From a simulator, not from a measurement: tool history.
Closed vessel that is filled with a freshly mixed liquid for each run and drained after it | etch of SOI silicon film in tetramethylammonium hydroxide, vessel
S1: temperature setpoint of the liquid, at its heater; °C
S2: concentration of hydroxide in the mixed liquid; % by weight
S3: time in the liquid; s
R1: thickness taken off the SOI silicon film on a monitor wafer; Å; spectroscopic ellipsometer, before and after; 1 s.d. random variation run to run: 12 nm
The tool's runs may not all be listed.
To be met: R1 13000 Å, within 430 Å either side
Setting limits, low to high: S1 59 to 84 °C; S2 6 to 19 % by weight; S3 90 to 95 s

| run | hour | S1 | S2 | S3 | R1 |
|---|---|---|---|---|---|
| 1 | 0 | 72 | 12.5 | 90 | 7127.4 |
| 2 | 6.1 | 75.5 | 12.5 | 90 | 8717.9 |
| 3 | 10.7 | 75.5 | 14 | 90 | 8245 |
| 4 | 12.6 | 75.5 | 12 | 90 | 8981.1 |
| 5 | 14.2 | 75.5 | 12 | 90 | 8693.1 |
| 6 | 19.2 | 75.5 | 12 | 95 | 9334.3 |
| 7 | 26.3 | 77.5 | 12 | 95 | 10384 |
| 8 | 31.8 | 77.5 | 12 | 95 | 10353 |
| 9 | 32.7 | 79 | 12 | 95 | 11397 |

Pick the move, out of 5, that brings all results within their allowed miss; only one does.
| A | 33.6 | 78 | 12 | 95 | ? |
| B | 33.6 | 77.5 | 14.5 | 90 | ? |
| C | 33.6 | 76.5 | 11.5 | 90 | ? |
| D | 33.6 | 81 | 11.5 | 95 | ? |
| E | 33.6 | 76.5 | 11 | 90 | ? |

| move | R1 |
|---|---|
| A | 10844 |
| B | 9144 |
| C | 9601.2 |
| D | 13029 |
| E | 9761 |
A: the biggest miss grows against the last run
B: the biggest miss grows against the last run
C: the biggest miss grows against the last run
D: hits every target within its allowed miss
E: the biggest miss grows against the last run
The move that meets every target is D.

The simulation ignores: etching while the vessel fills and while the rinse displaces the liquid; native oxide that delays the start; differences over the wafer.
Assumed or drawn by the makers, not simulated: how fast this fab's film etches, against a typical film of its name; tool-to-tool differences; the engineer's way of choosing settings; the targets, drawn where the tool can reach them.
